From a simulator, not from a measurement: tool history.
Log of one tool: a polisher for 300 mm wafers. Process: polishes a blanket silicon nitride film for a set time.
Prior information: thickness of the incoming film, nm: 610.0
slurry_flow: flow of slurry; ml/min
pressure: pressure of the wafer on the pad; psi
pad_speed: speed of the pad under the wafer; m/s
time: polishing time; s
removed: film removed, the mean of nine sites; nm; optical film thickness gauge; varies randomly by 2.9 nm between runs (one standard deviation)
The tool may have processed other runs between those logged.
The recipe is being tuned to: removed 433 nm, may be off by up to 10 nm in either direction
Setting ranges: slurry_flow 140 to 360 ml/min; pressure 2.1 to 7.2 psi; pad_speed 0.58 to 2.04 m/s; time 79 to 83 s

run,hour,slurry_flow,pressure,pad_speed,time,removed
1,0,230,4.6,1.3,79,245.76
2,1.9,185,4.6,1.3,79,237.84
3,10,185,3.6,1.3,79,193.26
4,14.9,185,3.6,1.04,79,164.08
5,23,215,3.6,1.04,79,165.77
6,24.3,220,4.1,1.08,79,190.09
7,30.4,225,4.5,1.12,79,210.94
8,37,230,4.9,1.16,79,237.53
9,43.3,235,5.2,1.18,79,249.45
10,45.6,240,5.5,1.22,79,271.24
11,51.9,245,5.7,1.26,79,291.11
12,56.8,250,5.9,1.28,79,300.38
13,63.1,250,6.1,1.32,79,317.17
14,71.9,250,6.3,1.34,79,333.65
15,76.3,255,6.4,1.36,79,345.11
16,84.2,280,7.2,1.44,79,404.17

Next run, 4 choices. One meets every target within its allowed miss, the rest don't. Which?
A,92.1,280,6.5,1.66,79,?
B,92.1,230,7.2,1.46,83,?
C,92.1,295,7.1,1.26,82,?
D,92.1,220,6.8,1.74,79,?

move,removed
A,411.33
B,418.92
C,372.32
D,433.73
A: better than the last run, though not everything is in spec
B: better than the last run, though not everything is in spec
C: moves away from the targets compared with the last run
D: in spec on every target
Correct choice: D, which meets every target
